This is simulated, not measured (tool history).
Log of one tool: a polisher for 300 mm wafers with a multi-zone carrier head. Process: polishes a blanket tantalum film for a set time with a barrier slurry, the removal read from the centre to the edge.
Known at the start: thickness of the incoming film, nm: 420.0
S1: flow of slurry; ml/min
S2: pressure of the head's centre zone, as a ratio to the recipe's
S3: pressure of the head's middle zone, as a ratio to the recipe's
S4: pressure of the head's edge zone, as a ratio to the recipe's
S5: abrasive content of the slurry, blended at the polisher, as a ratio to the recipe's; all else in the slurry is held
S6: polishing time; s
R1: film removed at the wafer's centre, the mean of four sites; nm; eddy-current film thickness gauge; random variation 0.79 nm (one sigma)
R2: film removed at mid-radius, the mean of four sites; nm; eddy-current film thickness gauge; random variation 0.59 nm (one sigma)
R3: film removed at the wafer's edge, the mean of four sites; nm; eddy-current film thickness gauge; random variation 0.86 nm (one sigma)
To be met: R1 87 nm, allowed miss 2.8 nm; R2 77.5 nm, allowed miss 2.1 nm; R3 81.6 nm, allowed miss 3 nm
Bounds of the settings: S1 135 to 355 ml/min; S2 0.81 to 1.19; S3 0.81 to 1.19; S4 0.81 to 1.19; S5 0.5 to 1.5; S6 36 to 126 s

run	hour	S1	S2	S3	S4	S5	S6	R1	R2	R3
1	0	225	1	1	1	1	81	124.78	115.91	111.99
2	9	225	0.96	1	1	1	81	121.08	119.07	112.89
3	17.2	280	0.96	1	1	1	81	122.65	118.48	116.13
4	20.7	275	0.95	0.97	0.98	0.9	78	115.25	109.23	106.62
5	27.2	315	0.95	0.97	0.98	0.9	78	116.64	113.84	108.71
# hour 31.7: centre zone pressure recalibrated
6	31.7	355	0.95	0.97	0.98	0.9	78	111.11	114.21	111.23
7	36.4	345	0.94	0.94	0.98	0.8	75	102.57	103.52	102.47
8	40.9	325	0.93	0.91	0.97	0.75	74	97.889	98.389	99.195
9	43.1	310	0.94	0.89	0.96	0.7	73	95.841	93.903	96.914
10	46.2	295	0.95	0.87	0.93	0.65	72	95.52	90.082	92.349

Which of these 4 next moves meets every target?
A	49.3	305	0.98	0.84	0.9	0.5	68	?	?	?
B	49.3	300	1.05	1	0.81	0.55	75	?	?	?
C	49.3	330	0.91	0.96	0.82	0.7	84	?	?	?
D	49.3	285	0.95	0.89	0.91	0.65	81	?	?	?

move	R1	R2	R3
A	86.185	78.506	80.654
B	103.66	101.68	86.094
C	106.31	116.4	102.31
D	103.79	102.35	100.87
A: meets every target
B: further off than the last run
C: further off than the last run
D: further off than the last run
Move A is the one to make.

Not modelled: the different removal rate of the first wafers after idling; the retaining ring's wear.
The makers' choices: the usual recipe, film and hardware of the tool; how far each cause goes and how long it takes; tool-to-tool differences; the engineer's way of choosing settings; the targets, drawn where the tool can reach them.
